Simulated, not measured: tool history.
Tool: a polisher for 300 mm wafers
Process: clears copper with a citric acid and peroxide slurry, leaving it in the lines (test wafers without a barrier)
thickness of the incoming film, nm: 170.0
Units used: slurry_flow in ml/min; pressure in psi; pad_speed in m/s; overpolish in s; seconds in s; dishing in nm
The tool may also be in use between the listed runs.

Run 1, day 0.000: slurry_flow 305 ml/min, pressure 2.4 psi, pad_speed 1.20 m/s, slurry_solids 1.0, overpolish 26 s. Result: seconds 105.160 s, dishing 31.199 nm.
Run 2, day 0.346: slurry_flow 305 ml/min, pressure 2.5 psi, pad_speed 1.20 m/s, slurry_solids 1.0, overpolish 26 s. Result: seconds 102.530 s, dishing 31.971 nm.
Run 3, day 0.512: slurry_flow 305 ml/min, pressure 2.6 psi, pad_speed 1.20 m/s, slurry_solids 1.0, overpolish 26 s. Result: seconds 99.525 s, dishing 32.502 nm.
Run 4, day 0.821: slurry_flow 305 ml/min, pressure 3.0 psi, pad_speed 1.20 m/s, slurry_solids 1.0, overpolish 26 s. Result: seconds 87.702 s, dishing 36.602 nm.
Run 5, day 0.988: slurry_flow 310 ml/min, pressure 3.2 psi, pad_speed 1.20 m/s, slurry_solids 1.0, overpolish 25 s. Result: seconds 84.490 s, dishing 36.197 nm.
Run 6, day 1.300: slurry_flow 310 ml/min, pressure 2.8 psi, pad_speed 1.20 m/s, slurry_solids 1.0, overpolish 25 s. Result: seconds 94.169 s, dishing 33.734 nm.

Estimate the outcome of run 7 from the log above:
Run 7, day 1.571: slurry_flow 310 ml/min, pressure 2.9 psi, pad_speed 1.20 m/s, slurry_solids 1.0, overpolish 25 s. Result: seconds ?, dishing ?.

{"run 7": {"seconds": 90.384, "dishing": 35.164}}
